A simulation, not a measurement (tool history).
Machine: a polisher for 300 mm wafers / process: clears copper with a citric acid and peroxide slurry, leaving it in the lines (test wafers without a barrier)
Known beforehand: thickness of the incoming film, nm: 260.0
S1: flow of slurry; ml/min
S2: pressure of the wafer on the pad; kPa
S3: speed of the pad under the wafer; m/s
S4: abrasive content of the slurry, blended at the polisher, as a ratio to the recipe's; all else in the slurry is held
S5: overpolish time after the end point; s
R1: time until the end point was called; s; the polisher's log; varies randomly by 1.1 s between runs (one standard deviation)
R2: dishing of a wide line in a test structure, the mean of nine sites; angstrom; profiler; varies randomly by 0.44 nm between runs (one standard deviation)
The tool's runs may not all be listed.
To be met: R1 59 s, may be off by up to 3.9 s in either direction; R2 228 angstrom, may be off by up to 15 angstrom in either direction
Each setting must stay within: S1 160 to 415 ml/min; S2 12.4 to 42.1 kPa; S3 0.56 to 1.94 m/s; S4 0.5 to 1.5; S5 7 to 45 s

{"run": 1, "day": 0.0, "S1": 265, "S2": 26.9, "S3": 1.24, "S4": 1, "S5": 23, "R1": 66.452, "R2": 610.87}
{"run": 2, "day": 0.325, "S1": 265, "S2": 24.8, "S3": 1.32, "S4": 1, "S5": 20, "R1": 66.575, "R2": 525.75}
{"run": 3, "day": 0.575, "S1": 255, "S2": 22.8, "S3": 1.44, "S4": 0.95, "S5": 18, "R1": 68.888, "R2": 458.7}
{"run": 4, "day": 0.638, "S1": 240, "S2": 21.4, "S3": 1.54, "S4": 0.9, "S5": 16, "R1": 70.543, "R2": 417.39}
{"run": 5, "day": 0.888, "S1": 240, "S2": 21.4, "S3": 1.54, "S4": 0.7, "S5": 16, "R1": 76.762, "R2": 387.27}
{"run": 6, "day": 1.154, "S1": 245, "S2": 20, "S3": 1.62, "S4": 0.75, "S5": 14, "R1": 75.397, "R2": 346.79}
{"run": 7, "day": 1.254, "S1": 275, "S2": 18.6, "S3": 1.68, "S4": 0.8, "S5": 13, "R1": 73.207, "R2": 319.39}
{"run": 8, "day": 1.542, "S1": 300, "S2": 18.6, "S3": 1.72, "S4": 0.8, "S5": 12, "R1": 69.692, "R2": 307.76}
{"run": 9, "day": 1.675, "S1": 300, "S2": 18.6, "S3": 1.72, "S4": 0.8, "S5": 12, "R1": 72.399, "R2": 317.19}
{"run": 10, "day": 1.888, "S1": 315, "S2": 13.1, "S3": 1.94, "S4": 1, "S5": 7, "R1": 81.569, "R2": 167.82}
{"run": 11, "day": 2.217, "S1": 320, "S2": 14.5, "S3": 1.94, "S4": 1.05, "S5": 7, "R1": 71.138, "R2": 179.68}
{"run": 12, "day": 2.5, "S1": 320, "S2": 19.3, "S3": 1.94, "S4": 1.05, "S5": 10, "R1": 57.514, "R2": 339.74}
{"run": 13, "day": 2.592, "S1": 320, "S2": 19.3, "S3": 1.94, "S4": 1.05, "S5": 10, "R1": 56.1, "R2": 323.49}
{"run": 14, "day": 2.633, "S1": 325, "S2": 18.6, "S3": 1.94, "S4": 1.1, "S5": 9, "R1": 57.884, "R2": 291.87}
{"run": 15, "day": 2.742, "S1": 330, "S2": 18.6, "S3": 1.94, "S4": 1.15, "S5": 9, "R1": 56.756, "R2": 296.18}
{"run": 16, "day": 3.058, "S1": 335, "S2": 17.9, "S3": 1.94, "S4": 1.2, "S5": 9, "R1": 55.558, "R2": 297.66}
{"run": 17, "day": 3.325, "S1": 330, "S2": 17.2, "S3": 1.94, "S4": 1.25, "S5": 9, "R1": 58.581, "R2": 281.54}
{"run": 18, "day": 3.467, "S1": 345, "S2": 16.5, "S3": 1.94, "S4": 1.3, "S5": 9, "R1": 61.156, "R2": 286.9}
{"run": 19, "day": 3.667, "S1": 320, "S2": 16.5, "S3": 1.94, "S4": 1.3, "S5": 9, "R1": 60, "R2": 283.65}

Which one of the following 4 next-run settings gets every result inside its allowed miss? There is exactly one.
{"run": "A", "day": 3.867, "S1": 280, "S2": 15.9, "S3": 1.92, "S4": 1.5, "S5": 11, "R1": "?", "R2": "?"}
{"run": "B", "day": 3.867, "S1": 315, "S2": 15.9, "S3": 1.86, "S4": 1.25, "S5": 7, "R1": "?", "R2": "?"}
{"run": "C", "day": 3.867, "S1": 340, "S2": 17.2, "S3": 1.86, "S4": 1.25, "S5": 11, "R1": "?", "R2": "?"}
{"run": "D", "day": 3.867, "S1": 395, "S2": 16.5, "S3": 1.92, "S4": 1.3, "S5": 7, "R1": "?", "R2": "?"}

move=A R1=60.497 R2=330.75
move=B R1=65.129 R2=203.13
move=C R1=60.225 R2=333.14
move=D R1=59.081 R2=222.88
A: misses by more than the last run did
B: the result that was furthest off in the last run now lies on the other side of its target
C: misses by more than the last run did
D: every result within its allowed miss
Go with D: it meets all targets.
